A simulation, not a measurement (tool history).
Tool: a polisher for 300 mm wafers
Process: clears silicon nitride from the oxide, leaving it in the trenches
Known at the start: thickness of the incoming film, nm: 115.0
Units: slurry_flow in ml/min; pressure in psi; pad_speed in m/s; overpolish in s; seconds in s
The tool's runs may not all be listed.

run,day,slurry_flow,pressure,pad_speed,overpolish,seconds
1,0.000,255,3.1,1.10,4,116.16
2,0.183,255,3.1,0.94,4,131.69
3,0.421,310,3.1,0.94,4,130.44
4,0.617,310,3.1,0.94,4,130.23
5,0.875,310,3.1,0.94,4,129.17
6,1.208,310,3.1,0.68,4,161.04
7,1.292,310,3.2,0.68,4,158.30

Run 8 comes next. What will it give?
8,1.392,310,3.2,0.68,4,?

{"run 8": {"seconds": 158.12}}
